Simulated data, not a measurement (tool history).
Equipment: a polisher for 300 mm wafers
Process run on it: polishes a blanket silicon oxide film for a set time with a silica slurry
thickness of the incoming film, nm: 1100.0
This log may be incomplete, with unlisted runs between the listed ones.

run,hour,flow of slurry (ml/min),pressure of the wafer on the pad (psi),speed of the pad under the wafer (cm/s),abrasive content of the slurry,polishing time (s),film removed (nm)
1,0.0,130,5.4,144,1.0,94,529.08
2,0.9,130,4.6,144,1.0,94,443.06
3,6.2,130,4.6,144,1.0,94,447.39
4,12.9,130,4.6,144,1.1,94,471.93
5,16.9,130,4.3,144,1.1,94,450.21
6,20.1,130,4.3,144,1.1,99,461.76

The next listed run, before its measurement:
7,24.7,130,4.1,144,1.1,99,?

film removed (nm): 451.38
